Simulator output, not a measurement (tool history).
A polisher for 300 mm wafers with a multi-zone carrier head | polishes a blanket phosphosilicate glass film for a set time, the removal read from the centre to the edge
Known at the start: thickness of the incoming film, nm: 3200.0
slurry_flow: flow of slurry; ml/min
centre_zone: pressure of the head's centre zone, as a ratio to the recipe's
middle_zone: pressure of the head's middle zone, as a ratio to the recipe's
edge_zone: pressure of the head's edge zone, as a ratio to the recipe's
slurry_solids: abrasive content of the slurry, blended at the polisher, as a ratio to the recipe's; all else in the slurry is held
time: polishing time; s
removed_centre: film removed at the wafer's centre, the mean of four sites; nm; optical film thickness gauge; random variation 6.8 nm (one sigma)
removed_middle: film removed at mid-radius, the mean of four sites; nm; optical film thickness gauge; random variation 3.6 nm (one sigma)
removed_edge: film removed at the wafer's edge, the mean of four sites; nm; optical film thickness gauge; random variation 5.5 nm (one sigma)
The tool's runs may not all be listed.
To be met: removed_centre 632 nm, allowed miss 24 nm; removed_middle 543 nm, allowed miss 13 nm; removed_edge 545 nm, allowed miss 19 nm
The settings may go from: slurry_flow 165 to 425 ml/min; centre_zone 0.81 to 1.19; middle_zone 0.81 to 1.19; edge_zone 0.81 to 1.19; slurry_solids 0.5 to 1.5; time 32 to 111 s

run,hour,slurry_flow,centre_zone,middle_zone,edge_zone,slurry_solids,time,removed_centre,removed_middle,removed_edge
1,0,275,1,1,1,1,71,661.5,657.39,651.1
2,4.6,270,1.01,0.98,0.97,0.95,71,647.27,634.83,619.71
3,11.1,215,1.01,0.98,0.97,0.95,71,632.38,612.48,615.43
4,11.6,215,1.01,1.01,0.97,0.95,71,633.01,619.62,601.21
5,18.7,215,1.01,1.01,0.97,0.95,63,558.24,547.43,541.56
6,25.3,215,1.01,1.01,0.88,0.95,63,560.3,547.43,508.5
7,28.3,220,1.03,1,0.89,0.95,63,574.13,553.26,532.24
8,30.1,220,1.05,0.99,0.88,0.95,63,583.88,555.61,521.19
9,36.2,220,1.06,0.97,0.88,0.95,63,578.88,531.62,520.27

5 next moves are on the table. One of them brings every result within its allowed miss. Which?
A,42.3,215,1.15,0.99,0.81,1,61,?,?,?
B,42.3,240,0.94,1.09,0.88,0.85,61,?,?,?
C,42.3,195,1.02,1.04,0.86,1,59,?,?,?
D,42.3,195,0.96,1.07,1.1,1.1,56,?,?,?
E,42.3,205,1.06,0.87,0.83,0.95,69,?,?,?

move,removed_centre,removed_middle,removed_edge
A,634.29,536.14,500.31
B,483.43,532.92,478.3
C,534.04,527.31,488.58
D,499.62,534.36,536.44
E,637.83,540.07,553.66
A: brings the result that was furthest off to its target, and leaves another outside
B: further off than the last run
C: further off than the last run
D: further off than the last run
E: meets every target
The right move is E.

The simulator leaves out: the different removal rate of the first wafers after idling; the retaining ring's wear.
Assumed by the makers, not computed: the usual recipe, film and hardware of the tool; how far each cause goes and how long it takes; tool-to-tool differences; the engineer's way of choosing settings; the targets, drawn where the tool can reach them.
